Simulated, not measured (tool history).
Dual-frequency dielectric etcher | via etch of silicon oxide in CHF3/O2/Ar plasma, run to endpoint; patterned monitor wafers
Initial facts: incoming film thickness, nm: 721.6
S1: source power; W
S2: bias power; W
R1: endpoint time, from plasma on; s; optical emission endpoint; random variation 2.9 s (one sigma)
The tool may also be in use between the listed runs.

Run 1, hour 0.0: S1 530 W, S2 177 W. Result: R1 381.79 s.
Run 2, hour 6.4: S1 440 W, S2 177 W. Result: R1 417.61 s.
Run 3, hour 13.2: S1 490 W, S2 177 W. Result: R1 398.16 s.
Run 4, hour 17.8: S1 450 W, S2 177 W. Result: R1 415.83 s.
Run 5, hour 21.3: S1 450 W, S2 160 W. Result: R1 430.62 s.
Run 6, hour 30.3: S1 440 W, S2 159 W. Result: R1 432.95 s.

Predict the results of run 7:
Run 7, hour 38.0: S1 430 W, S2 158 W. Result: R1 ?.

R1: 434.39 s
